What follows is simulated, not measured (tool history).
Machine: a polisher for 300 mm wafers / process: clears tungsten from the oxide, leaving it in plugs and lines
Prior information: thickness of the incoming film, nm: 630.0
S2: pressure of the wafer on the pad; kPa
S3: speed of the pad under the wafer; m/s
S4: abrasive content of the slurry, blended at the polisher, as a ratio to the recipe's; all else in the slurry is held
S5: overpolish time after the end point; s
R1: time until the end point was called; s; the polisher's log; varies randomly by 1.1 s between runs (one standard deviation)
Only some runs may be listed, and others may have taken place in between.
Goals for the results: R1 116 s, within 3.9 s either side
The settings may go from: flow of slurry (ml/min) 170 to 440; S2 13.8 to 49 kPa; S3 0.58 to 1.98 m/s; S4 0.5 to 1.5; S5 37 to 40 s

run 1 hour=0 | flow_of_slurry_(ml/min)=280 S2=31 S3=1.28 S4=1 S5=37 | R1=81.087
run 2 hour=2.8 | flow_of_slurry_(ml/min)=280 S2=31 S3=1.28 S4=0.9 S5=37 | R1=83.405
run 3 hour=5.3 | flow_of_slurry_(ml/min)=235 S2=31 S3=1.28 S4=0.9 S5=37 | R1=85.86
run 4 hour=9.5 | flow_of_slurry_(ml/min)=235 S2=31 S3=1.28 S4=1.05 S5=37 | R1=80.892
run 5 hour=17.9 | flow_of_slurry_(ml/min)=235 S2=29 S3=1.28 S4=1.05 S5=37 | R1=87.344
run 6 hour=25.5 | flow_of_slurry_(ml/min)=235 S2=24.8 S3=1.28 S4=1.05 S5=37 | R1=98.448
run 7 hour=33.5 | flow_of_slurry_(ml/min)=235 S2=24.1 S3=1.28 S4=1.05 S5=37 | R1=102.74
run 8 hour=37.2 | flow_of_slurry_(ml/min)=235 S2=23.4 S3=1.28 S4=1.05 S5=37 | R1=106.54
run 9 hour=40 | flow_of_slurry_(ml/min)=235 S2=22.8 S3=1.28 S4=1.05 S5=37 | R1=109.47
run 10 hour=46.7 | flow_of_slurry_(ml/min)=235 S2=22.8 S3=1.28 S4=1.05 S5=37 | R1=109.32

Below are 5 possible settings for the next run. Only one of them brings all results inside the allowed miss of their targets. Which is it?
run A hour=53.4 | flow_of_slurry_(ml/min)=255 S2=24.1 S3=1.36 S4=1 S5=40 | R1=?
run B hour=53.4 | flow_of_slurry_(ml/min)=170 S2=24.8 S3=1.02 S4=1.2 S5=37 | R1=?
run C hour=53.4 | flow_of_slurry_(ml/min)=245 S2=22.1 S3=1.44 S4=1.05 S5=40 | R1=?
run D hour=53.4 | flow_of_slurry_(ml/min)=255 S2=24.8 S3=1.12 S4=1 S5=40 | R1=?
run E hour=53.4 | flow_of_slurry_(ml/min)=250 S2=24.8 S3=0.96 S4=1.15 S5=37 | R1=?

move=A R1=99.482
move=B R1=126.85
move=C R1=101.43
move=D R1=116.86
move=E R1=130.16
A: its largest miss is bigger than the last run's
B: takes the result that was furthest off past its target
C: its largest miss is bigger than the last run's
D: every result lands within tolerance
E: takes the result that was furthest off past its target
Answer: D
